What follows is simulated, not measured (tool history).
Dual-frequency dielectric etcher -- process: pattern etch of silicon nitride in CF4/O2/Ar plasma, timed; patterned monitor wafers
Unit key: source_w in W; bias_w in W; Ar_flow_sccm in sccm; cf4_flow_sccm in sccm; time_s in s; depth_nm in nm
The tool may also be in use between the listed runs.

run 1 day=0.000 | source_w=500 bias_w=51 Ar_flow_sccm=71 cf4_flow_sccm=91 time_s=357.5 | depth_nm=741.45
run 2 day=0.083 | source_w=510 bias_w=51 Ar_flow_sccm=71 cf4_flow_sccm=91 time_s=357.5 | depth_nm=757.23
run 3 day=0.342 | source_w=520 bias_w=51 Ar_flow_sccm=71 cf4_flow_sccm=91 time_s=357.5 | depth_nm=768.71
run 4 day=0.438 | source_w=520 bias_w=51 Ar_flow_sccm=71 cf4_flow_sccm=91 time_s=327.5 | depth_nm=708.08
run 5 day=0.579 | source_w=520 bias_w=51 Ar_flow_sccm=66 cf4_flow_sccm=91 time_s=327.5 | depth_nm=714.84
run 6 day=0.754 | source_w=520 bias_w=51 Ar_flow_sccm=66 cf4_flow_sccm=97 time_s=327.5 | depth_nm=717.40

For run 7, what comes out?
run 7 day=1.017 | source_w=530 bias_w=51 Ar_flow_sccm=66 cf4_flow_sccm=97 time_s=327.5 | depth_nm=?

depth_nm: 737.07 nm
